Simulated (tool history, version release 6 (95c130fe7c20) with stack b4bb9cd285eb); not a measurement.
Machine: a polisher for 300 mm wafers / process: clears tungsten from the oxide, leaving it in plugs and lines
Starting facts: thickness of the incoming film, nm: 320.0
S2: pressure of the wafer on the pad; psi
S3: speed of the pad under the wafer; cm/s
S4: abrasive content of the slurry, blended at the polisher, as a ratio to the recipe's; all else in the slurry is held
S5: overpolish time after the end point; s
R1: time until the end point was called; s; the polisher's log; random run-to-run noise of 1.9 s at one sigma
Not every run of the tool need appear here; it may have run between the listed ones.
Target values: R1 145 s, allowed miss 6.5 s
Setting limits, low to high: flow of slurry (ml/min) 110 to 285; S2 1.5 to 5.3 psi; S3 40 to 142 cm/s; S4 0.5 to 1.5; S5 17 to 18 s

run 1 hour=0 | flow_of_slurry_(ml/min)=180 S2=3.4 S3=90 S4=1 S5=17 | R1=86.627
run 2 hour=6.9 | flow_of_slurry_(ml/min)=180 S2=3 S3=90 S4=1 S5=17 | R1=95.648
run 3 hour=8 | flow_of_slurry_(ml/min)=180 S2=3 S3=90 S4=1.2 S5=17 | R1=90.335
run 4 hour=16.3 | flow_of_slurry_(ml/min)=180 S2=2.7 S3=88 S4=1.2 S5=17 | R1=98.083
run 5 hour=19.7 | flow_of_slurry_(ml/min)=180 S2=2.7 S3=88 S4=1.35 S5=17 | R1=96.069
run 6 hour=28.6 | flow_of_slurry_(ml/min)=180 S2=3.3 S3=88 S4=1.35 S5=17 | R1=85.028
run 7 hour=30.6 | flow_of_slurry_(ml/min)=180 S2=2.9 S3=84 S4=1.35 S5=17 | R1=95.539
run 8 hour=32.2 | flow_of_slurry_(ml/min)=180 S2=2.6 S3=82 S4=1.35 S5=17 | R1=104.25

Consider the 4 candidate settings below. Which is the only one whose results all fall within their allowed miss of target?
run A hour=33.8 | flow_of_slurry_(ml/min)=165 S2=1.9 S3=80 S4=1.25 S5=17 | R1=?
run B hour=33.8 | flow_of_slurry_(ml/min)=135 S2=2.5 S3=66 S4=1.45 S5=17 | R1=?
run C hour=33.8 | flow_of_slurry_(ml/min)=195 S2=1.5 S3=76 S4=1.4 S5=17 | R1=?
run D hour=33.8 | flow_of_slurry_(ml/min)=195 S2=2.2 S3=56 S4=1.25 S5=17 | R1=?

move=A R1=130.1
move=B R1=134.94
move=C R1=144.56
move=D R1=167.98
A: nearer the targets than the last run, but a result is still out of spec
B: nearer the targets than the last run, but a result is still out of spec
C: all results in spec
D: moves the result that the last run missed by most past its target, out the other side
So the answer is move C, the one that meets all the targets.
